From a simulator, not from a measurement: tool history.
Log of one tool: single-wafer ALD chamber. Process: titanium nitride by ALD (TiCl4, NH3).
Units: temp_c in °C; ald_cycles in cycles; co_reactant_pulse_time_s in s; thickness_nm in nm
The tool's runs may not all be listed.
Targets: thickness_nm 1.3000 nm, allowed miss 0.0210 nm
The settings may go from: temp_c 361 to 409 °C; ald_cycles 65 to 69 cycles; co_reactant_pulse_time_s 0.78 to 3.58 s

run	hour	temp_c	ald_cycles	co_reactant_pulse_time_s	thickness_nm
1	0.0	385	69	2.18	1.4454
2	1.6	377	69	2.18	1.4299
3	6.1	377	69	2.18	1.4281
4	12.7	377	65	2.18	1.3387
5	13.7	377	65	2.18	1.3488
6	22.7	388	65	2.18	1.3595
7	26.7	386	65	1.98	1.3385
8	31.3	386	65	1.92	1.3383

4 next moves are on the table. One of them brings every result within its allowed miss. Which?
A	35.9	385	65	1.30	?
B	35.9	380	67	1.51	?
C	35.9	386	67	2.33	?
D	35.9	361	69	1.56	?

move	thickness_nm
A	1.3056
B	1.3558
C	1.4056
D	1.3532
A: meets every target
B: further off than the last run
C: further off than the last run
D: further off than the last run
Answer: A

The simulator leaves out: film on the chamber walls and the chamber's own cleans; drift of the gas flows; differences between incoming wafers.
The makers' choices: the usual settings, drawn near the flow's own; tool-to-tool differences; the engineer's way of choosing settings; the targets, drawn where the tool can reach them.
